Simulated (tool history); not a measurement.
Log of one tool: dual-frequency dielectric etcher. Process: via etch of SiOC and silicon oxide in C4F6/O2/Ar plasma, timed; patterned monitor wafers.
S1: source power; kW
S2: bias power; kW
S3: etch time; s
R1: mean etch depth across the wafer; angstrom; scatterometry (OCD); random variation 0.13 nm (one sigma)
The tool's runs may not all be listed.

run 1 hour=0.0 | S1=0.490 S2=0.131 S3=58.0 | R1=685.79
run 2 hour=3.1 | S1=0.490 S2=0.131 S3=58.0 | R1=690.46
run 3 hour=6.1 | S1=0.450 S2=0.120 S3=57.0 | R1=628.80
run 4 hour=11.7 | S1=0.450 S2=0.134 S3=57.0 | R1=650.86
run 5 hour=16.8 | S1=0.450 S2=0.134 S3=53.5 | R1=611.67
run 6 hour=25.3 | S1=0.420 S2=0.133 S3=53.5 | R1=583.86
run 7 hour=32.6 | S1=0.410 S2=0.132 S3=53.5 | R1=579.13
run 8 hour=36.6 | S1=0.400 S2=0.131 S3=53.5 | R1=567.02
run 9 hour=40.3 | S1=0.390 S2=0.131 S3=53.5 | R1=562.42
run 10 hour=44.9 | S1=0.390 S2=0.131 S3=53.5 | R1=561.19

The next listed run, before its measurement:
run 11 hour=52.6 | S1=0.340 S2=0.127 S3=53.5 | R1=?

Run 11 gave R1 511.10 angstrom.
